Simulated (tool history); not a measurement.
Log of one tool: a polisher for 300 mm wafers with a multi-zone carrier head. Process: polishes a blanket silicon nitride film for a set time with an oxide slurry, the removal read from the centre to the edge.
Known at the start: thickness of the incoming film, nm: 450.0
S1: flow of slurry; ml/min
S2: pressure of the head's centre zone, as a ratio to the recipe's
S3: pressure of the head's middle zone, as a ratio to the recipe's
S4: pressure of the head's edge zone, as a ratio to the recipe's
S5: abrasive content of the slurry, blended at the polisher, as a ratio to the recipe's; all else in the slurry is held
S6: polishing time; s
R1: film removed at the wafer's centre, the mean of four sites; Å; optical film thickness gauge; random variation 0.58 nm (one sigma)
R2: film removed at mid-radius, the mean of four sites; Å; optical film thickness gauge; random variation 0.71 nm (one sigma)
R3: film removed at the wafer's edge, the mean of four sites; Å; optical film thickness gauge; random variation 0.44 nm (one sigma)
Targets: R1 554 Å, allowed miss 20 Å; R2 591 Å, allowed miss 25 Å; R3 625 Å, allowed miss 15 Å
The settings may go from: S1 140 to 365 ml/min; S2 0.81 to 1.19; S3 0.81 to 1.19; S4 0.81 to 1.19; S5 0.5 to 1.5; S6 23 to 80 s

run	hour	S1	S2	S3	S4	S5	S6	R1	R2	R3
1	0	235	1	1	1	1	51	422.34	402.91	417.49
2	6.4	235	1	1	1	1	56	453.35	442.41	459.44
3	8	235	1	1.07	1	1	56	467.39	477.78	458.15
4	11.5	235	1	1.02	1	1	56	461.23	460.9	454.58
5	15.4	235	1	1.02	1	1	43	351.18	346.87	350.69
6	21.9	235	1	1.02	1	1	52	422.21	419.8	423.02
7	27.9	240	0.99	1.03	1.05	1.15	53	459.02	460.82	461.37
8	35.1	235	0.96	1.01	1.08	1.25	55	470.7	484.58	500.69
9	38.7	270	0.96	1.04	1.18	1.5	59	539.3	559.99	605.33

Which of these 4 next moves meets every target?
A	42.3	235	0.96	0.99	1.19	1.5	66	?	?	?
B	42.3	255	1.03	1.03	1.12	1.5	63	?	?	?
C	42.3	215	0.94	1.05	1.17	1.2	67	?	?	?
D	42.3	270	0.95	1	1.09	1.45	65	?	?	?

move	R1	R2	R3
A	598.75	587.2	668.11
B	611.17	585.66	622.64
C	548.52	575.35	618.74
D	589.99	587.27	630.39
A: takes the result that was furthest off past its target
B: brings the result that was furthest off to its target, and leaves another outside
C: meets every target
D: brings the result that was furthest off to its target, and leaves another outside
The right move is C.
